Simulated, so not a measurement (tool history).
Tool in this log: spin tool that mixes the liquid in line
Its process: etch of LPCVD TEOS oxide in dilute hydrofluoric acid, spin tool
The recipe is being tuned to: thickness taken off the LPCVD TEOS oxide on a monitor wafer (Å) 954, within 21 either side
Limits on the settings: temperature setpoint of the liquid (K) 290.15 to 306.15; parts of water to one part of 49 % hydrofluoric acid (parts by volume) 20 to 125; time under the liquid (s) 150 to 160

run,day,temperature setpoint of the liquid (K),parts of water to one part of 49 % hydrofluoric acid (parts by volume),time under the liquid (s),thickness taken off the LPCVD TEOS oxide on a monitor wafer (Å)
1,0,298.15,70,150,342.93
2,0.221,298.15,70,160,368.96
3,0.596,300.65,60,160,483.76
4,0.712,300.65,70,160,408.24
# day 1.05: thermometer replaced
5,1.05,300.65,60,160,518.09
6,1.333,302.15,55,160,604.99
7,1.583,303.15,50,160,699.96
8,1.688,304.15,50,160,722.94
9,1.912,306.15,35,160,1149.8
10,2.279,305.15,35,160,1102.9
11,2.583,304.15,35,160,1060.6
12,2.9,303.65,35,160,1039

Exercise: of the 4 proposed moves below, exactly one satisfies all targets within the stated allowed misses. Which move is it?
A,3.217,303.15,35,150,?
B,3.217,303.15,30,160,?
C,3.217,306.15,35,160,?
D,3.217,302.65,30,150,?

move,thickness taken off the LPCVD TEOS oxide on a monitor wafer (Å)
A,955.85
B,1198.9
C,1147.4
D,1101.7
A: every result within its allowed miss
B: the biggest miss grows against the last run
C: the biggest miss grows against the last run
D: the biggest miss grows against the last run
A meets every target.
